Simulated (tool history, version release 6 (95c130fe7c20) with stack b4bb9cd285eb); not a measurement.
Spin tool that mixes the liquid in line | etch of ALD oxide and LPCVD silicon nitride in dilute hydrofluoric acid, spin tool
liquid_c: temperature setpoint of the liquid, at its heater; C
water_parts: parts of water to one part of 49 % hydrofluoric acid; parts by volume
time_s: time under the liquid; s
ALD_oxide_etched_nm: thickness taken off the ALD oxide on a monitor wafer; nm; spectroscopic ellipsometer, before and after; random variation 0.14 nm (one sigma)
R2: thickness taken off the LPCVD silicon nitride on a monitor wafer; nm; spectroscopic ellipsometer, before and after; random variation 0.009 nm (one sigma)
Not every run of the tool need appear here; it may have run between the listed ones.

Run 1, day 0.000: liquid_c 26.0 C, water_parts 40 parts by volume, time_s 80 s. Result: ALD_oxide_etched_nm 41.853 nm, R2 1.09420 nm.
Run 2, day 0.250: liquid_c 26.0 C, water_parts 40 parts by volume, time_s 100 s. Result: ALD_oxide_etched_nm 53.663 nm, R2 1.34730 nm.
Run 3, day 0.588: liquid_c 24.5 C, water_parts 45 parts by volume, time_s 95 s. Result: ALD_oxide_etched_nm 42.308 nm, R2 1.04570 nm.
Run 4, day 0.850: liquid_c 27.5 C, water_parts 45 parts by volume, time_s 95 s. Result: ALD_oxide_etched_nm 46.877 nm, R2 1.28630 nm.
Run 5, day 1.021: liquid_c 26.0 C, water_parts 50 parts by volume, time_s 90 s. Result: ALD_oxide_etched_nm 37.832 nm, R2 1.02210 nm.
Run 6, day 1.375: liquid_c 26.0 C, water_parts 50 parts by volume, time_s 75 s. Result: ALD_oxide_etched_nm 31.485 nm, R2 0.84972 nm.

Predict the results of run 7:
Run 7, day 1.600: liquid_c 24.5 C, water_parts 55 parts by volume, time_s 75 s. Result: ALD_oxide_etched_nm ?, R2 ?.

{"run 7": {"ALD_oxide_etched_nm": 26.802, "R2": 0.66488}}
